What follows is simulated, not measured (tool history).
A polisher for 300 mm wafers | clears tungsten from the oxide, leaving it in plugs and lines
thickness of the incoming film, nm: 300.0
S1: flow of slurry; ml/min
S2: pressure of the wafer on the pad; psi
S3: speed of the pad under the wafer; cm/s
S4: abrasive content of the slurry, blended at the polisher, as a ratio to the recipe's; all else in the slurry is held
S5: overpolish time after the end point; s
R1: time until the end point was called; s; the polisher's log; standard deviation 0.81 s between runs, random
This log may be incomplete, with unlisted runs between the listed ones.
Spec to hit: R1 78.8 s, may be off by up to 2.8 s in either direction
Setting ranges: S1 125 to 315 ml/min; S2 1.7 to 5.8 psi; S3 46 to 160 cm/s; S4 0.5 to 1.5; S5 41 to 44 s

run,hour,S1,S2,S3,S4,S5,R1
1,0,205,3.7,102,1,41,57.317
2,6.7,205,3.6,102,1,41,57.408
3,7.3,205,3.6,102,0.85,41,59.841
4,8.7,205,3.6,102,0.95,41,57.926
5,9.4,205,3.5,102,0.95,41,61.419
6,15.4,205,3.4,102,0.95,41,63.082
7,19.7,205,3.3,102,0.95,41,63.76
8,20.8,205,3.2,102,0.95,41,65.923
9,23.9,205,3.1,102,0.95,41,68.635
10,24.6,200,2.8,102,0.95,41,75.414

Of the 4 settings listed for the next run, only one would bring every result within its allowed miss of target. Which one?
A,25.3,195,2.8,110,0.95,44,?
B,25.3,270,2.7,94,1.15,44,?
C,25.3,170,2.9,106,1,44,?
D,25.3,190,2.6,114,1,44,?

move,R1
A,70.849
B,78.94
C,71.885
D,73.022
A: lands further from the targets than the last run did
B: every result lands within tolerance
C: lands further from the targets than the last run did
D: lands further from the targets than the last run did
The right move is B.
